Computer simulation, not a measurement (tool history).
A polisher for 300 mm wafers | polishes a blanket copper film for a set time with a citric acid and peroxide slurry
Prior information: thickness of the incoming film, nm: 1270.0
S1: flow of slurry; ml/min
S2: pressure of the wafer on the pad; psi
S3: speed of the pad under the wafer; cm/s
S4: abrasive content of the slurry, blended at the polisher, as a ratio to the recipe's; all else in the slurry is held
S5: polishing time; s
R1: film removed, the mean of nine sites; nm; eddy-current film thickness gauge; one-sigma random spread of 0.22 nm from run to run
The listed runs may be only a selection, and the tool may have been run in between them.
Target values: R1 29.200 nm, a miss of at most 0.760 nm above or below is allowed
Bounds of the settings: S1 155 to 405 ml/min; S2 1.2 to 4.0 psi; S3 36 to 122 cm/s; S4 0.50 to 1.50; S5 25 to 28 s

| run | day | S1 | S2 | S3 | S4 | S5 | R1 |
|---|---|---|---|---|---|---|---|
| 1 | 0.000 | 260 | 2.6 | 78 | 1.00 | 28 | 35.951 |
| 2 | 0.171 | 260 | 2.6 | 78 | 1.00 | 25 | 31.393 |
| 3 | 0.362 | 255 | 2.5 | 78 | 1.00 | 25 | 30.977 |
| 4 | 0.729 | 255 | 2.5 | 62 | 1.00 | 25 | 24.832 |
| 5 | 0.792 | 255 | 2.5 | 46 | 1.00 | 25 | 18.870 |
| 6 | 0.888 | 315 | 2.5 | 46 | 1.00 | 25 | 18.997 |
| 7 | 1.096 | 315 | 2.7 | 46 | 1.00 | 25 | 19.979 |
| 8 | 1.192 | 315 | 2.9 | 46 | 1.00 | 25 | 20.965 |
| 9 | 1.454 | 325 | 3.6 | 48 | 1.00 | 25 | 24.730 |
| 10 | 1.604 | 325 | 3.7 | 50 | 1.00 | 25 | 26.044 |
| 11 | 1.833 | 325 | 3.8 | 50 | 1.00 | 25 | 26.720 |
| 12 | 1.950 | 325 | 3.8 | 50 | 1.00 | 25 | 26.470 |
| 13 | 2.008 | 325 | 3.9 | 52 | 1.00 | 25 | 28.405 |

5 candidate next runs follow, results not yet known. Just one meets every target within its allowed miss. Identify it.
| A | 2.067 | 355 | 3.9 | 48 | 1.00 | 25 | ? |
| B | 2.067 | 330 | 3.9 | 52 | 1.10 | 25 | ? |
| C | 2.067 | 340 | 4.0 | 44 | 1.05 | 27 | ? |
| D | 2.067 | 325 | 4.0 | 50 | 1.00 | 25 | ? |
| E | 2.067 | 325 | 4.0 | 50 | 0.95 | 28 | ? |

| move | R1 |
|---|---|
| A | 26.284 |
| B | 29.024 |
| C | 26.879 |
| D | 27.645 |
| E | 30.503 |
A: its largest miss is bigger than the last run's
B: hits every target within its allowed miss
C: its largest miss is bigger than the last run's
D: its largest miss is bigger than the last run's
E: carries the result that was furthest off beyond its target, to the other side
Answer: B
